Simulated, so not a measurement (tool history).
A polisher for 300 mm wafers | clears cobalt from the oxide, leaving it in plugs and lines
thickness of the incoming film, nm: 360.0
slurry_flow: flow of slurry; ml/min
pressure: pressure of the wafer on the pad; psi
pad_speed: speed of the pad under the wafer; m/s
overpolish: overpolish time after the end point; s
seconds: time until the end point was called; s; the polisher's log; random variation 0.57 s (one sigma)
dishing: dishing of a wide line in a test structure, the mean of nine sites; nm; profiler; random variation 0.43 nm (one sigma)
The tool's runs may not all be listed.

| run | hour | slurry_flow | pressure | pad_speed | overpolish | seconds | dishing |
|---|---|---|---|---|---|---|---|
| 1 | 0 | 215 | 1.9 | 1.02 | 13 | 66.262 | 29.138 |
| 2 | 6.7 | 215 | 2.1 | 1.02 | 12 | 60.119 | 29.647 |
| 3 | 11.2 | 215 | 2.3 | 1.04 | 11 | 56.134 | 29.8 |
| 4 | 16.5 | 215 | 2.5 | 1.06 | 10 | 50.745 | 29.379 |
| 5 | 24.3 | 170 | 2.5 | 1.06 | 10 | 52.209 | 29.148 |
| 6 | 32.1 | 170 | 2.5 | 1.06 | 6 | 51.774 | 24.247 |
| 7 | 37.4 | 175 | 2.6 | 1.08 | 7 | 47.956 | 27.169 |
| 8 | 45.7 | 180 | 2.7 | 1.08 | 7 | 45.69 | 27.229 |
| 9 | 51.4 | 185 | 2.8 | 1.08 | 8 | 43.895 | 28.731 |

The next listed run, before its measurement:
| 10 | 52.3 | 190 | 2.8 | 1.08 | 8 | ? | ? |

Run 10 gave seconds 44.275 s, dishing 28.753 nm.
